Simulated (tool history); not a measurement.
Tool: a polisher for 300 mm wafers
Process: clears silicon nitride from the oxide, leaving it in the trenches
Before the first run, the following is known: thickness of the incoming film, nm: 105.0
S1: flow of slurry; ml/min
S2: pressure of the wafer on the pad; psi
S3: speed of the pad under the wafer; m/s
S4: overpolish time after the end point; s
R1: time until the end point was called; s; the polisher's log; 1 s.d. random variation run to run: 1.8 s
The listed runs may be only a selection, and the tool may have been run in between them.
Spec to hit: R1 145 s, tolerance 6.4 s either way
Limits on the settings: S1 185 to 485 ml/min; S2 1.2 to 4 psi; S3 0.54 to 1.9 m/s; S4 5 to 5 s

run,hour,S1,S2,S3,S4,R1
1,0,310,2.6,1.22,5,113.63
2,3.5,310,2.5,1.22,5,119.51
3,11.4,310,2.4,1.22,5,122.15
4,12.7,310,2.3,1.22,5,127.85
5,16.1,310,2.3,0.94,5,164.51
6,24.7,355,2.3,0.94,5,160.26
7,29.1,360,2.4,0.94,5,155.09
8,32.2,360,2.5,0.94,5,155.34

Which single option among these 4 for the next run brings every result within its allowed miss of target? Just one does.
A,35.3,325,2.3,0.92,5,?
B,35.3,255,2.6,0.86,5,?
C,35.3,360,2.4,0.88,5,?
D,35.3,325,2.5,0.98,5,?

move,R1
A,166.83
B,163.54
C,166.16
D,145.71
A: its largest miss is bigger than the last run's
B: its largest miss is bigger than the last run's
C: its largest miss is bigger than the last run's
D: meets every target
D meets every target.
